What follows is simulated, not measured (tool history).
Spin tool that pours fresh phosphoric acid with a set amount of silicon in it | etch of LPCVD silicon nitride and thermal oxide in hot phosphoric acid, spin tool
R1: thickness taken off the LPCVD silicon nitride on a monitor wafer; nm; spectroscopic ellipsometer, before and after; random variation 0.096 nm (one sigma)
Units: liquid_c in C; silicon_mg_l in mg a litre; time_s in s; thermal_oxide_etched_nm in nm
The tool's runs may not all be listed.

{"run": 1, "hour": 0.0, "liquid_c": 160, "silicon_mg_l": 28.5, "time_s": 180, "R1": 13.223, "thermal_oxide_etched_nm": 0.16393}
{"run": 2, "hour": 8.7, "liquid_c": 162, "silicon_mg_l": 28.5, "time_s": 180, "R1": 14.1, "thermal_oxide_etched_nm": 0.16125}
{"run": 3, "hour": 12.7, "liquid_c": 162, "silicon_mg_l": 22, "time_s": 180, "R1": 13.986, "thermal_oxide_etched_nm": 0.24938}
{"run": 4, "hour": 21.6, "liquid_c": 161, "silicon_mg_l": 22, "time_s": 175, "R1": 13.239, "thermal_oxide_etched_nm": 0.22416}
{"run": 5, "hour": 28.6, "liquid_c": 159.5, "silicon_mg_l": 22, "time_s": 175, "R1": 12.558, "thermal_oxide_etched_nm": 0.181}
{"run": 6, "hour": 32.8, "liquid_c": 159.5, "silicon_mg_l": 35.5, "time_s": 175, "R1": 12.835, "thermal_oxide_etched_nm": 0.11615}

Forecast run 7:
{"run": 7, "hour": 38.1, "liquid_c": 159, "silicon_mg_l": 31, "time_s": 170, "R1": "?", "thermal_oxide_etched_nm": "?"}

{"run 7": {"R1": 12.094, "thermal_oxide_etched_nm": 0.13582}}
